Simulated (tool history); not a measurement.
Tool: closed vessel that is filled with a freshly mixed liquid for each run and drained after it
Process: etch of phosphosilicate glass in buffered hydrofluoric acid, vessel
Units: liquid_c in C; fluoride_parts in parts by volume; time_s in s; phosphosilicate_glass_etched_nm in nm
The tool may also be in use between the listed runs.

| run | hour | liquid_c | fluoride_parts | time_s | phosphosilicate_glass_etched_nm |
|---|---|---|---|---|---|
| 1 | 0 | 22 | 10 | 35 | 88.423 |
| 2 | 7 | 21 | 10 | 35 | 82.968 |
| 3 | 8.5 | 21 | 10 | 35 | 82.363 |
| 4 | 15.4 | 21 | 10 | 35 | 83.109 |
| 5 | 22.6 | 20.5 | 10 | 35 | 81.783 |
| 6 | 27.4 | 20.5 | 7.5 | 35 | 104.84 |
| 7 | 30.1 | 20 | 8 | 35 | 95.221 |
| 8 | 37 | 19.5 | 8.5 | 35 | 86.512 |
| 9 | 43.9 | 19 | 8.5 | 35 | 83.924 |

Run 10 comes next. What will it give?
| 10 | 48.1 | 17 | 11 | 35 | ? |

Run 10 gave phosphosilicate_glass_etched_nm 60.119 nm.
